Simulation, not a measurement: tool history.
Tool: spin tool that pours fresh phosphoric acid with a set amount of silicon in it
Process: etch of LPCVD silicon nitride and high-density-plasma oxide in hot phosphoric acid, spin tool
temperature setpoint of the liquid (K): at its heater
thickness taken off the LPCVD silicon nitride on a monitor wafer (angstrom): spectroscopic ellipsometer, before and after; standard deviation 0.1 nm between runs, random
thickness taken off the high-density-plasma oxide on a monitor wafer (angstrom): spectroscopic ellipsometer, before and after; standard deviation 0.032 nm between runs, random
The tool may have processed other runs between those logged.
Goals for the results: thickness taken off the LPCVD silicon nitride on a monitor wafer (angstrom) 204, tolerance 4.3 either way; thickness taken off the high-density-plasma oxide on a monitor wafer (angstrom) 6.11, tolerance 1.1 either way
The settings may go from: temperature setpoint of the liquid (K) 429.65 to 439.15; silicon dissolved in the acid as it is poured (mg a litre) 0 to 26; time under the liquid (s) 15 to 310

run	day	temperature setpoint of the liquid (K)	silicon dissolved in the acid as it is poured (mg a litre)	time under the liquid (s)	thickness taken off the LPCVD silicon nitride on a monitor wafer (angstrom)	thickness taken off the high-density-plasma oxide on a monitor wafer (angstrom)
1	0	434.15	11.5	160	149.9	3.9158
2	0.321	432.65	11.5	160	144.08	3.7986
3	0.45	432.65	11.5	185	164.47	4.9464
4	0.6	432.65	11.5	130	117.19	3.2278
5	0.829	433.65	10	140	130.29	3.9508
6	0.954	433.65	10	185	170.2	5.3135
7	1.279	434.65	10	185	176.45	5.011
8	1.638	437.15	3	190	199.12	8.2224

Pick the move, out of 4, that brings all results within their allowed miss; only one does.
A	1.996	436.65	3	210	?	?
B	1.996	437.15	10	205	?	?
C	1.996	432.15	5.5	230	?	?
D	1.996	437.65	17.5	205	?	?

move	thickness taken off the LPCVD silicon nitride on a monitor wafer (angstrom)	thickness taken off the high-density-plasma oxide on a monitor wafer (angstrom)
A	214.13	8.1195
B	212.51	7.1136
C	201.8	6.0766
D	216.04	6.1474
A: further off than the last run
B: puts the biggest miss on target and leaves a different result outside tolerance
C: hits every target within its allowed miss
D: puts the biggest miss on target and leaves a different result outside tolerance
Answer: C
